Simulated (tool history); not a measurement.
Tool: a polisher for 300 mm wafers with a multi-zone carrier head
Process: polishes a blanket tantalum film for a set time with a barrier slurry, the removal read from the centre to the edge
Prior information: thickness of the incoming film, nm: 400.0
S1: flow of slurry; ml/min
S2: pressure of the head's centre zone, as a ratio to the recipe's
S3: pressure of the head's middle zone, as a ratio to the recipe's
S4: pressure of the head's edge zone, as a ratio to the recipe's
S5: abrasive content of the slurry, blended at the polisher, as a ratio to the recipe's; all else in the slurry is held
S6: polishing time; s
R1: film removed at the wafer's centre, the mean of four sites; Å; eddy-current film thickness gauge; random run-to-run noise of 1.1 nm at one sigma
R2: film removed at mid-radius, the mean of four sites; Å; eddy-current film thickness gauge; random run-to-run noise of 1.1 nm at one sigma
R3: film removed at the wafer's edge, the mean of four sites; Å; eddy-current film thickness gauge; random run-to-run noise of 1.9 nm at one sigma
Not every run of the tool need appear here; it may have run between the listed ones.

run,hour,S1,S2,S3,S4,S5,S6,R1,R2,R3
1,0,210,1,1,1,1,59,1625.1,1625.8,1615.2
2,6.9,210,1,0.93,1,1,59,1650.2,1526.7,1690
3,12,205,0.97,0.94,0.97,0.85,58,1528.9,1484.4,1539.2
4,14.8,195,0.94,0.93,0.96,0.75,57,1394.8,1392.6,1436.9
5,15.4,185,0.92,0.92,0.95,0.7,57,1353.7,1350.6,1482.6
6,17.9,190,0.91,0.93,0.94,0.65,56,1285,1341.6,1401.8

Run 7 has not been measured yet. What should we expect?
7,22.7,185,0.91,0.93,0.92,0.6,56,?,?,?

{"run 7": {"R1": 1270.4, "R2": 1283.3, "R3": 1336}}
